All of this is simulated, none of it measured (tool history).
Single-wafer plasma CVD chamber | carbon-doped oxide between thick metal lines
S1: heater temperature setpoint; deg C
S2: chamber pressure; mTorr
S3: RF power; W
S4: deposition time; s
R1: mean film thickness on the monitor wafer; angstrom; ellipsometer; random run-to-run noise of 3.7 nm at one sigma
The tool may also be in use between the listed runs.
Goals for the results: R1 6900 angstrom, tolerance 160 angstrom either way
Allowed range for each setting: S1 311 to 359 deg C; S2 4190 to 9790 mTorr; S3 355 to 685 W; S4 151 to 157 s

| run | hour | S1 | S2 | S3 | S4 | R1 |
|---|---|---|---|---|---|---|
| 1 | 0 | 335 | 6990 | 520 | 151 | 8171.7 |
| 2 | 4.5 | 338 | 6810 | 490 | 151 | 7757 |
| 3 | 7.8 | 338 | 6810 | 490 | 157 | 8155.5 |
| 4 | 13.9 | 338 | 5850 | 490 | 157 | 8019 |
| 5 | 16.3 | 340 | 5650 | 465 | 157 | 7807.1 |
| 6 | 17.5 | 341 | 5580 | 440 | 156 | 7375.3 |
| 7 | 21.1 | 343 | 5480 | 430 | 156 | 7329.7 |
| 8 | 24.8 | 343 | 5430 | 420 | 156 | 7170 |

Next run, 5 choices. One meets every target within its allowed miss, the rest don't. Which?
| A | 28.5 | 347 | 4360 | 490 | 151 | ? |
| B | 28.5 | 343 | 5300 | 435 | 157 | ? |
| C | 28.5 | 344 | 4410 | 445 | 157 | ? |
| D | 28.5 | 335 | 4370 | 430 | 156 | ? |
| E | 28.5 | 342 | 5150 | 410 | 154 | ? |

| move | R1 |
|---|---|
| A | 7304.3 |
| B | 7329.6 |
| C | 7264.7 |
| D | 7242.1 |
| E | 6925 |
A: the biggest miss grows against the last run
B: the biggest miss grows against the last run
C: the biggest miss grows against the last run
D: the biggest miss grows against the last run
E: each result inside its tolerance
Move E is the one to make.
